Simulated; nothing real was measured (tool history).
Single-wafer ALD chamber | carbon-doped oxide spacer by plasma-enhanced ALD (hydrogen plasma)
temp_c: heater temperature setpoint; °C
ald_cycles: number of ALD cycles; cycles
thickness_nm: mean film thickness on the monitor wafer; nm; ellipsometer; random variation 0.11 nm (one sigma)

run,hour,temp_c,ald_cycles,thickness_nm
1,0.0,425,649,31.663
2,5.2,432,649,30.802
3,11.7,434,629,29.566
4,14.8,434,679,31.809
5,23.3,434,619,29.045
6,32.4,436,610,28.164
7,36.9,436,610,28.408

The next listed run, before its measurement:
8,39.5,438,604,?

{"run 8": {"thickness_nm": 27.871}}
